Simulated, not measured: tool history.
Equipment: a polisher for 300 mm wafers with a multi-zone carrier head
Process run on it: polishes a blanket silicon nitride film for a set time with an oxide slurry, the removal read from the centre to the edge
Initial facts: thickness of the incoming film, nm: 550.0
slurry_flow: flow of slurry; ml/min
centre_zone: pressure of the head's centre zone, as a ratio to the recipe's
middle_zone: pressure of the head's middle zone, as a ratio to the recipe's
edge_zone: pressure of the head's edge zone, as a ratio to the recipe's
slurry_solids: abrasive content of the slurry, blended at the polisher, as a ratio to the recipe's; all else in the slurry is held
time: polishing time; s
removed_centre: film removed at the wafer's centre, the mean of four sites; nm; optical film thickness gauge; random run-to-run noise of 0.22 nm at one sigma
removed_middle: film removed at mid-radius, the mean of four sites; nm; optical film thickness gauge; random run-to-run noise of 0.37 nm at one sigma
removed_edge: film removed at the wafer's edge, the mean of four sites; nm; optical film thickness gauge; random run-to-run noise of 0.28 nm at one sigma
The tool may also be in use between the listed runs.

run,hour,slurry_flow,centre_zone,middle_zone,edge_zone,slurry_solids,time,removed_centre,removed_middle,removed_edge
1,0.0,215,1.00,1.00,1.00,1.00,88,45.755,45.352,45.342
2,2.8,210,0.99,0.96,0.97,0.90,87,43.498,41.741,42.626
3,4.3,210,0.99,0.96,0.97,0.80,87,41.726,40.995,41.610
4,9.5,205,0.99,0.93,0.95,0.75,84,40.112,36.699,38.599
5,14.0,205,0.99,0.93,0.95,0.65,84,38.490,35.776,37.434
6,17.8,200,0.97,0.91,0.93,0.60,83,36.641,33.533,35.276
7,19.8,190,0.95,0.89,0.92,0.60,83,34.849,33.595,35.513
8,27.9,190,0.95,0.88,0.91,0.60,82,35.131,32.548,34.593
9,30.5,185,0.94,0.87,0.90,0.60,82,34.766,32.557,34.947

Estimate the outcome of run 10 from the log above:
10,34.9,185,0.94,0.86,0.89,0.60,81,?,?,?

removed_centre: 34.339 nm
removed_middle: 32.785 nm
removed_edge: 33.945 nm
